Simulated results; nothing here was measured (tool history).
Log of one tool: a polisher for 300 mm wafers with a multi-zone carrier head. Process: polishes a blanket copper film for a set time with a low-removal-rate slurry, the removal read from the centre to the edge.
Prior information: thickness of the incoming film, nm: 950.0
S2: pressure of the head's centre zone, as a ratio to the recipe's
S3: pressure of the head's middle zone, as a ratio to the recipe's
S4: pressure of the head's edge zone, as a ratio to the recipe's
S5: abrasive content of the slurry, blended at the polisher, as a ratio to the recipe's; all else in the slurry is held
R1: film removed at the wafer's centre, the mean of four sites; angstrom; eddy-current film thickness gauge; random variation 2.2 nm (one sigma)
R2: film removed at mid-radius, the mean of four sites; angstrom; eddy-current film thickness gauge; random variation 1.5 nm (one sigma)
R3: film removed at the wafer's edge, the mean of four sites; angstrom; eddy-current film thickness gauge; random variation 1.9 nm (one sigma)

run 1 hour=0 | flow_of_slurry_(ml/min)=265 S2=1 S3=1 S4=1 S5=1 polishing_time_(s)=71 | R1=2259.4 R2=2299.9 R3=2229.6
run 2 hour=2.3 | flow_of_slurry_(ml/min)=260 S2=1 S3=0.96 S4=0.99 S5=0.9 polishing_time_(s)=66 | R1=2062.2 R2=1993.4 R3=2052.7
run 3 hour=4 | flow_of_slurry_(ml/min)=260 S2=1.01 S3=0.95 S4=0.97 S5=0.8 polishing_time_(s)=61 | R1=1842 R2=1806 R3=1838
run 4 hour=9.3 | flow_of_slurry_(ml/min)=260 S2=1.09 S3=0.95 S4=0.97 S5=0.8 polishing_time_(s)=61 | R1=1984.1 R2=1762.2 R3=1857.5
run 5 hour=18.2 | flow_of_slurry_(ml/min)=260 S2=1.09 S3=0.93 S4=0.95 S5=0.75 polishing_time_(s)=58 | R1=1875.7 R2=1639.7 R3=1685.7
run 6 hour=21.3 | flow_of_slurry_(ml/min)=260 S2=1.09 S3=0.93 S4=0.95 S5=0.75 polishing_time_(s)=68 | R1=2186.7 R2=1943 R3=2004.3
run 7 hour=28.5 | flow_of_slurry_(ml/min)=255 S2=1.08 S3=0.91 S4=0.94 S5=0.7 polishing_time_(s)=64 | R1=2007.5 R2=1715.6 R3=1818.8
run 8 hour=29.2 | flow_of_slurry_(ml/min)=250 S2=1.05 S3=0.89 S4=0.92 S5=0.65 polishing_time_(s)=62 | R1=1810.1 R2=1627.2 R3=1709.7
run 9 hour=36.6 | flow_of_slurry_(ml/min)=245 S2=1.05 S3=0.87 S4=0.91 S5=0.6 polishing_time_(s)=61 | R1=1816.9 R2=1555.7 R3=1653.3
run 10 hour=38.1 | flow_of_slurry_(ml/min)=245 S2=1.05 S3=0.87 S4=0.91 S5=0.6 polishing_time_(s)=61 | R1=1797.6 R2=1572.2 R3=1662.9
run 11 hour=41.9 | flow_of_slurry_(ml/min)=240 S2=1.04 S3=0.86 S4=0.9 S5=0.6 polishing_time_(s)=59 | R1=1716.9 R2=1514.9 R3=1606.1

Forecast run 12:
run 12 hour=44.6 | flow_of_slurry_(ml/min)=240 S2=1.04 S3=0.85 S4=0.9 S5=0.6 polishing_time_(s)=58 | R1=? R2=? R3=?

R1: 1657.7 angstrom
R2: 1456.2 angstrom
R3: 1568.3 angstrom

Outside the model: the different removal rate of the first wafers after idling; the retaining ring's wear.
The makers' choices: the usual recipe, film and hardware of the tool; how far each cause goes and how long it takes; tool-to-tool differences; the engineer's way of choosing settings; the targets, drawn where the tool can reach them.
